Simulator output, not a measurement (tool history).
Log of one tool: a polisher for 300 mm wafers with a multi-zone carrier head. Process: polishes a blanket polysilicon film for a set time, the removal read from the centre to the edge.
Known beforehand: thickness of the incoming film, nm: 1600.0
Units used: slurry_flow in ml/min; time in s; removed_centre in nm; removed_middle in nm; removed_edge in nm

run  hour  slurry_flow  centre_zone  middle_zone  edge_zone  time  removed_centre  removed_middle  removed_edge
  1     0          200            1            1          1    62          367.86          363.86        384.93
  2   1.3          200            1         0.97          1    62          366.48          356.18        387.71
  3   4.8          195         0.99         0.98       0.98    59          344.77          342.16        366.33
  4  13.4          195         0.99         0.99       0.96    56          330.97          329.17        339.31
  5  16.1          195         0.99         1.05       0.96    56          326.02          345.89        337.55
  6  17.1          190         0.98         1.04       0.94    54          313.51          328.55        325.43
  7  20.2          185         0.97         1.04       0.92    53          302.98          323.34        314.85
  8  21.4          180         0.96         1.03       0.91    52          289.09          307.84        305.93
  9  25.3          175         0.96         1.03        0.9    51          286.56          298.18        298.98

Run 10 has not been measured yet. What should we expect?
 10  26.2          170         0.96         1.03       0.89    51               ?               ?             ?

removed_centre: 283.99 nm
removed_middle: 300.19 nm
removed_edge: 295.64 nm
